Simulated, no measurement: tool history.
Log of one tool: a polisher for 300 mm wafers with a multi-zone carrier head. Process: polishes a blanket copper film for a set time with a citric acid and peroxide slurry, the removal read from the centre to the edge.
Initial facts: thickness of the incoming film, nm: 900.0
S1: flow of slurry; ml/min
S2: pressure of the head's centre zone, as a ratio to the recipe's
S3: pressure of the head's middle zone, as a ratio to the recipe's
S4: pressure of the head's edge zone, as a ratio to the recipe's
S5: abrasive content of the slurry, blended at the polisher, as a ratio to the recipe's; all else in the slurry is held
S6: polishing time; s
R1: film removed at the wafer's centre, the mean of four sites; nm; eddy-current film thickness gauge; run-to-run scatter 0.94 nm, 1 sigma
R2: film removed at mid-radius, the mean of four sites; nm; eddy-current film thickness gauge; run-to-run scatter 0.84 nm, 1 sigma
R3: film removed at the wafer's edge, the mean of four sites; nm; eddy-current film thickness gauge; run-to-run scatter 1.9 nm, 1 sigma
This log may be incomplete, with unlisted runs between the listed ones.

run,hour,S1,S2,S3,S4,S5,S6,R1,R2,R3
1,0.0,175,1.00,1.00,1.00,1.00,63,188.22,189.64,187.51
2,4.6,175,1.00,1.00,1.00,0.80,63,179.35,181.75,180.47
3,11.0,175,1.05,1.00,1.00,0.80,63,191.84,181.00,178.90
4,11.5,155,1.05,1.00,1.00,0.80,63,186.40,177.68,177.02
5,18.9,145,1.01,0.95,0.99,0.70,61,164.60,158.39,162.94
6,27.4,145,0.93,0.95,0.99,0.70,61,152.79,159.90,159.71
7,35.8,145,0.93,0.95,0.99,0.70,61,152.22,158.01,165.01
8,37.2,135,0.91,0.91,0.98,0.65,60,142.94,145.94,154.76
9,39.2,130,0.89,0.88,0.98,0.60,60,134.82,138.14,152.27
10,44.6,125,0.88,0.86,0.97,0.60,60,134.46,133.75,150.22
11,47.7,120,0.87,0.85,0.96,0.60,60,130.85,130.26,151.01

Predict the results of run 12:
12,50.7,120,0.87,0.85,0.94,0.55,60,?,?,?

R1: 127.89 nm
R2: 129.11 nm
R3: 145.51 nm

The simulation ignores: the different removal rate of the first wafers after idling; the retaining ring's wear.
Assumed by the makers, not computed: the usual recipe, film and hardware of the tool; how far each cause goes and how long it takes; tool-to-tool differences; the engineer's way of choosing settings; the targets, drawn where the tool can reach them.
